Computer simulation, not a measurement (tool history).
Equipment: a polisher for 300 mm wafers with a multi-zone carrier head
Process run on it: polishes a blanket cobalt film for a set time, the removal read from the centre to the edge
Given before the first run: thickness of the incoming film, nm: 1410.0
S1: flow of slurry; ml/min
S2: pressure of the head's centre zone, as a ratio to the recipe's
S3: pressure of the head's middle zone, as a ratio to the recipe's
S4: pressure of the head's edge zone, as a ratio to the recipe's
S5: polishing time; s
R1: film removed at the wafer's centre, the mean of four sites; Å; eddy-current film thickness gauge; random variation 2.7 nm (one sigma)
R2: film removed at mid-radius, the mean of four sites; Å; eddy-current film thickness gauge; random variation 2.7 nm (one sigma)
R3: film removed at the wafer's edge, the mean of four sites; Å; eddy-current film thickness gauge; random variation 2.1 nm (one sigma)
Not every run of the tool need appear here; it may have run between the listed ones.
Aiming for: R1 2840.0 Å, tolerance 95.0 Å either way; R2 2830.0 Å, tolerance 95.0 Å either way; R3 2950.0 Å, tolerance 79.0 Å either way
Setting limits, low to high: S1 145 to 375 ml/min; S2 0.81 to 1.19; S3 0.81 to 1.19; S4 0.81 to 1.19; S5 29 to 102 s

run 1 hour=0.0 | S1=240 S2=1.00 S3=1.00 S4=1.00 S5=65 | R1=2107.2 R2=2150.5 R3=2152.9
run 2 hour=6.5 | S1=245 S2=1.01 S3=1.00 S4=1.02 S5=67 | R1=2230.6 R2=2209.6 R3=2235.4
run 3 hour=7.6 | S1=245 S2=1.05 S3=1.00 S4=1.02 S5=67 | R1=2348.6 R2=2234.0 R3=2274.2
run 4 hour=13.9 | S1=245 S2=0.99 S3=1.00 S4=1.02 S5=67 | R1=2171.0 R2=2272.1 R3=2276.8
run 5 hour=21.9 | S1=245 S2=0.99 S3=1.00 S4=1.02 S5=51 | R1=1677.1 R2=1711.8 R3=1724.8
run 6 hour=29.9 | S1=245 S2=1.00 S3=1.00 S4=1.03 S5=54 | R1=1798.0 R2=1806.0 R3=1804.1
run 7 hour=32.9 | S1=245 S2=1.00 S3=1.00 S4=1.04 S5=57 | R1=1870.9 R2=1909.0 R3=1933.5
run 8 hour=40.8 | S1=245 S2=1.01 S3=1.00 S4=1.05 S5=59 | R1=1966.5 R2=1963.3 R3=2008.5
run 9 hour=48.5 | S1=245 S2=1.01 S3=1.01 S4=1.06 S5=61 | R1=2059.0 R2=2061.0 R3=2104.0
run 10 hour=55.9 | S1=245 S2=1.01 S3=1.02 S4=1.07 S5=63 | R1=2084.2 R2=2141.2 R3=2179.5
run 11 hour=60.1 | S1=245 S2=1.02 S3=1.03 S4=1.08 S5=64 | R1=2187.1 R2=2167.6 R3=2181.1
run 12 hour=63.2 | S1=250 S2=1.02 S3=1.03 S4=1.09 S5=66 | R1=2244.8 R2=2271.3 R3=2322.9
run 13 hour=63.7 | S1=255 S2=1.02 S3=1.04 S4=1.10 S5=67 | R1=2257.7 R2=2343.6 R3=2353.0

5 next moves are on the table. One of them brings every result within its allowed miss. Which?
run A hour=64.2 | S1=245 S2=1.04 S3=1.03 S4=1.13 S5=83 | R1=? R2=? R3=?
run B hour=64.2 | S1=285 S2=0.94 S3=0.81 S4=1.19 S5=92 | R1=? R2=? R3=?
run C hour=64.2 | S1=295 S2=0.99 S3=1.16 S4=1.06 S5=47 | R1=? R2=? R3=?
run D hour=64.2 | S1=255 S2=1.11 S3=1.06 S4=1.10 S5=80 | R1=? R2=? R3=?
run E hour=64.2 | S1=265 S2=0.95 S3=1.19 S4=1.04 S5=57 | R1=? R2=? R3=?

move=A R1=2901.3 R2=2825.4 R3=2950.6
move=B R1=2984.8 R2=2648.2 R3=3414.5
move=C R1=1609.4 R2=1799.4 R3=1641.6
move=D R1=2987.6 R2=2799.6 R3=2814.8
move=E R1=1854.9 R2=2202.3 R3=1953.8
A: meets every target
B: takes the result that was furthest off past its target
C: the biggest miss grows against the last run
D: nearer the targets than the last run, but a result is still out of spec
E: the biggest miss grows against the last run
Go with A: it meets all targets.
